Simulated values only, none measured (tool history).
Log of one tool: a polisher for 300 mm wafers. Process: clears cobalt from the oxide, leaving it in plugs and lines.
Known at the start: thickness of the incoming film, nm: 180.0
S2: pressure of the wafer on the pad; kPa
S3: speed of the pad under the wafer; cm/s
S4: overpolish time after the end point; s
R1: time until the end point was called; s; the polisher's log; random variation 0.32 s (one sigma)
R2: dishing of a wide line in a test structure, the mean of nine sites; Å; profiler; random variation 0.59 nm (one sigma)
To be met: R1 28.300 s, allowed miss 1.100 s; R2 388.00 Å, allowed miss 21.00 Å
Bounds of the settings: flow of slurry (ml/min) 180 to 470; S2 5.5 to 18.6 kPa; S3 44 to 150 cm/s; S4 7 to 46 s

run 1 hour=0.0 | flow_of_slurry_(ml/min)=300 S2=11.7 S3=96 S4=24 | R1=44.409 R2=416.15
run 2 hour=2.3 | flow_of_slurry_(ml/min)=300 S2=11.7 S3=96 S4=28 | R1=43.455 R2=438.34
run 3 hour=4.8 | flow_of_slurry_(ml/min)=250 S2=11.7 S3=96 S4=28 | R1=44.831 R2=431.16
run 4 hour=13.3 | flow_of_slurry_(ml/min)=250 S2=11.7 S3=112 S4=28 | R1=38.049 R2=436.56
run 5 hour=20.0 | flow_of_slurry_(ml/min)=250 S2=9.7 S3=112 S4=28 | R1=44.629 R2=437.23
run 6 hour=23.6 | flow_of_slurry_(ml/min)=250 S2=9.7 S3=112 S4=20 | R1=44.550 R2=374.82
run 7 hour=28.3 | flow_of_slurry_(ml/min)=250 S2=10.3 S3=112 S4=20 | R1=42.213 R2=393.95
run 8 hour=32.9 | flow_of_slurry_(ml/min)=250 S2=11.0 S3=112 S4=19 | R1=40.050 R2=394.16
run 9 hour=35.1 | flow_of_slurry_(ml/min)=250 S2=14.5 S3=114 S4=9 | R1=30.606 R2=324.07
run 10 hour=39.2 | flow_of_slurry_(ml/min)=250 S2=14.5 S3=114 S4=10 | R1=30.971 R2=324.15
run 11 hour=47.5 | flow_of_slurry_(ml/min)=250 S2=14.5 S3=114 S4=11 | R1=30.670 R2=349.72
run 12 hour=48.9 | flow_of_slurry_(ml/min)=250 S2=14.5 S3=114 S4=11 | R1=30.514 R2=349.23
run 13 hour=54.1 | flow_of_slurry_(ml/min)=250 S2=15.2 S3=114 S4=20 | R1=29.582 R2=436.28
run 14 hour=58.7 | flow_of_slurry_(ml/min)=250 S2=15.2 S3=114 S4=13 | R1=29.791 R2=380.50

5 next moves are on the table. One of them brings every result within its allowed miss. Which?
run A hour=63.3 | flow_of_slurry_(ml/min)=180 S2=14.5 S3=118 S4=11 | R1=? R2=?
run B hour=63.3 | flow_of_slurry_(ml/min)=260 S2=13.8 S3=120 S4=12 | R1=? R2=?
run C hour=63.3 | flow_of_slurry_(ml/min)=210 S2=14.5 S3=118 S4=12 | R1=? R2=?
run D hour=63.3 | flow_of_slurry_(ml/min)=230 S2=15.2 S3=118 S4=14 | R1=? R2=?
run E hour=63.3 | flow_of_slurry_(ml/min)=250 S2=16.5 S3=102 S4=12 | R1=? R2=?

move=A R1=31.504 R2=347.76
move=B R1=31.090 R2=362.95
move=C R1=30.897 R2=363.78
move=D R1=29.273 R2=391.82
move=E R1=30.808 R2=364.25
A: further off than the last run
B: further off than the last run
C: further off than the last run
D: meets every target
E: further off than the last run
Answer: D
